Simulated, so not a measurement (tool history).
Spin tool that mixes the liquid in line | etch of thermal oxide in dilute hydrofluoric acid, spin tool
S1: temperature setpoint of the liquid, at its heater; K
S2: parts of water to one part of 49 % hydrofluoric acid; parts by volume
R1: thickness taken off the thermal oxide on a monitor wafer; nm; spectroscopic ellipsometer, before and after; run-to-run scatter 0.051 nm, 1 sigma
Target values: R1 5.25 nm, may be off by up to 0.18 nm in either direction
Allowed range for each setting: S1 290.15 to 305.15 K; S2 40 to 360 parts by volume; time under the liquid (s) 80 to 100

Run 1, hour 0: S1 297.15 K, S2 200 parts by volume, time under the liquid (s) 100. Result: R1 1.9428 nm.
Run 2, hour 1.8: S1 298.65 K, S2 175 parts by volume, time under the liquid (s) 100. Result: R1 2.4027 nm.
Run 3, hour 9.5: S1 298.65 K, S2 175 parts by volume, time under the liquid (s) 80. Result: R1 1.9439 nm.
Run 4, hour 10.7: S1 296.65 K, S2 175 parts by volume, time under the liquid (s) 80. Result: R1 1.8166 nm.
Run 5, hour 18.7: S1 296.65 K, S2 175 parts by volume, time under the liquid (s) 100. Result: R1 2.2451 nm.
Run 6, hour 25.8: S1 297.65 K, S2 155 parts by volume, time under the liquid (s) 100. Result: R1 2.676 nm.
Run 7, hour 31.2: S1 298.65 K, S2 140 parts by volume, time under the liquid (s) 100. Result: R1 3.215 nm.
Run 8, hour 36.7: S1 299.65 K, S2 135 parts by volume, time under the liquid (s) 100. Result: R1 3.4474 nm.
Run 9, hour 40.4: S1 303.65 K, S2 90 parts by volume, time under the liquid (s) 100. Result: R1 6.3109 nm.
Run 10, hour 43.1: S1 303.15 K, S2 90 parts by volume, time under the liquid (s) 100. Result: R1 6.2656 nm.
Run 11, hour 50.3: S1 302.65 K, S2 90 parts by volume, time under the liquid (s) 100. Result: R1 6.1535 nm.
Run 12, hour 54.5: S1 302.65 K, S2 90 parts by volume, time under the liquid (s) 100. Result: R1 6.1036 nm.
Run 13, hour 59.2: S1 302.15 K, S2 90 parts by volume, time under the liquid (s) 100. Result: R1 6.0896 nm.
Run 14, hour 66.4: S1 301.65 K, S2 90 parts by volume, time under the liquid (s) 100. Result: R1 5.9581 nm.
Run 15, hour 67.7: S1 298.15 K, S2 95 parts by volume, time under the liquid (s) 100. Result: R1 4.8255 nm.
Run 16, hour 72.2: S1 298.65 K, S2 95 parts by volume, time under the liquid (s) 100. Result: R1 5.0198 nm.
Run 17, hour 75: S1 299.15 K, S2 95 parts by volume, time under the liquid (s) 100. Result: R1 5.0177 nm.

Which single option among these 4 for the next run brings every result within its allowed miss of target? Just one does.
Run A, hour 77.8: S1 299.15 K, S2 100 parts by volume, time under the liquid (s) 100. Result: R1 ?.
Run B, hour 77.8: S1 298.65 K, S2 90 parts by volume, time under the liquid (s) 100. Result: R1 ?.
Run C, hour 77.8: S1 300.65 K, S2 105 parts by volume, time under the liquid (s) 100. Result: R1 ?.
Run D, hour 77.8: S1 293.65 K, S2 70 parts by volume, time under the liquid (s) 100. Result: R1 ?.

move      R1
   A  4.7224
   B  5.2122
   C  4.7343
   D  5.6085
A: moves away from the targets compared with the last run
B: every result within its allowed miss
C: moves away from the targets compared with the last run
D: takes the biggest miss from the last run beyond its target
Correct choice: B, which meets every target

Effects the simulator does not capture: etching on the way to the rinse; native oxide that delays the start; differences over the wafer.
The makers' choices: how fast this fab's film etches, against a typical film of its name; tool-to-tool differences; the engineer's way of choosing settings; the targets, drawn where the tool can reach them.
